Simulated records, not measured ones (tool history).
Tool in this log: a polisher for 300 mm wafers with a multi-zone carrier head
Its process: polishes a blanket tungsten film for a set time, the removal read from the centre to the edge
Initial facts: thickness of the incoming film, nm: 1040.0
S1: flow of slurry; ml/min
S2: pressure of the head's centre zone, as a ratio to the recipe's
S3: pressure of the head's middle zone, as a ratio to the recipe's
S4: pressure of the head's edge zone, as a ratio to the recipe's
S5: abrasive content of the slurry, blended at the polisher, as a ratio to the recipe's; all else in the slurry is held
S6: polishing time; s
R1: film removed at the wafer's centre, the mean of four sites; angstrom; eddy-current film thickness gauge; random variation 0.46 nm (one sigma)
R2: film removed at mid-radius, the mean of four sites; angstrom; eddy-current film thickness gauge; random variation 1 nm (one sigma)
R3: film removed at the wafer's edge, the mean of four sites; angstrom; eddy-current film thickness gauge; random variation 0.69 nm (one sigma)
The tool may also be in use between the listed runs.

Run 1, hour 0.0: S1 225 ml/min, S2 1.00, S3 1.00, S4 1.00, S5 1.00, S6 44 s. Result: R1 992.81 angstrom, R2 1053.10 angstrom, R3 1070.40 angstrom.
Run 2, hour 7.0: S1 225 ml/min, S2 1.00, S3 1.00, S4 1.00, S5 1.00, S6 36 s. Result: R1 823.41 angstrom, R2 875.71 angstrom, R3 878.29 angstrom.
Run 3, hour 11.0: S1 210 ml/min, S2 0.99, S3 0.97, S4 0.96, S5 0.95, S6 36 s. Result: R1 794.48 angstrom, R2 842.91 angstrom, R3 853.35 angstrom.
Run 4, hour 18.9: S1 210 ml/min, S2 0.99, S3 0.90, S4 0.96, S5 0.95, S6 36 s. Result: R1 794.02 angstrom, R2 814.68 angstrom, R3 841.42 angstrom.
Run 5, hour 24.1: S1 200 ml/min, S2 0.98, S3 0.88, S4 0.94, S5 0.95, S6 36 s. Result: R1 770.06 angstrom, R2 794.86 angstrom, R3 844.95 angstrom.
Run 6, hour 31.2: S1 200 ml/min, S2 0.98, S3 0.88, S4 0.94, S5 0.95, S6 30 s. Result: R1 649.67 angstrom, R2 653.64 angstrom, R3 697.45 angstrom.
Run 7, hour 31.9: S1 225 ml/min, S2 0.98, S3 0.91, S4 0.97, S5 1.00, S6 30 s. Result: R1 670.76 angstrom, R2 688.47 angstrom, R3 719.30 angstrom.
Run 8, hour 33.5: S1 220 ml/min, S2 0.99, S3 0.94, S4 1.00, S5 1.05, S6 30 s. Result: R1 675.43 angstrom, R2 708.38 angstrom, R3 731.36 angstrom.
Run 9, hour 35.1: S1 240 ml/min, S2 1.00, S3 0.95, S4 1.02, S5 1.10, S6 30 s. Result: R1 692.65 angstrom, R2 725.45 angstrom, R3 756.80 angstrom.

Forecast run 10:
Run 10, hour 43.3: S1 255 ml/min, S2 1.01, S3 0.96, S4 1.02, S5 1.10, S6 30 s. Result: R1 ?, R2 ?, R3 ?.

Run 10 produced R1 714.88 angstrom, R2 741.57 angstrom, R3 771.62 angstrom.

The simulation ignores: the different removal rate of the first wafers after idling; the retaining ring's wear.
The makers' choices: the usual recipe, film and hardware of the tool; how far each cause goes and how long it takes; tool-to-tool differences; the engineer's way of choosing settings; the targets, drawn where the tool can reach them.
